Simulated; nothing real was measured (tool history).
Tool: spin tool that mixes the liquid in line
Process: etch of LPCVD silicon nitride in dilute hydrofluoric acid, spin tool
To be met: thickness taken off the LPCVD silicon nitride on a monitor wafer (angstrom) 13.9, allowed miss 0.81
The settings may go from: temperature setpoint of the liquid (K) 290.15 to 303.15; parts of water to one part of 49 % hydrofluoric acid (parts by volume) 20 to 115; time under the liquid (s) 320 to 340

run,hour,temperature setpoint of the liquid (K),parts of water to one part of 49 % hydrofluoric acid (parts by volume),time under the liquid (s),thickness taken off the LPCVD silicon nitride on a monitor wafer (angstrom)
1,0,295.15,65,320,22.179
2,3.1,294.65,65,320,20.539
3,3.8,294.15,65,320,20.038
4,11.7,296.15,65,320,22.88
5,17.8,295.15,65,320,21.336
6,22.3,295.15,50,320,27.942
7,30.4,294.15,55,320,23.054
8,39,293.65,55,320,22.534
9,43.5,293.15,55,320,22.116
10,50.8,292.65,60,320,19.885

Which of these 4 next moves meets every target?
A,58.1,291.65,90,325,?
B,58.1,290.15,80,320,?
C,58.1,291.15,45,320,?
D,58.1,290.65,80,340,?

move,thickness taken off the LPCVD silicon nitride on a monitor wafer (angstrom)
A,12.244
B,12.174
C,22.822
D,13.396
A: takes the result that was furthest off past its target
B: takes the result that was furthest off past its target
C: further off than the last run
D: meets every target
Answer: D
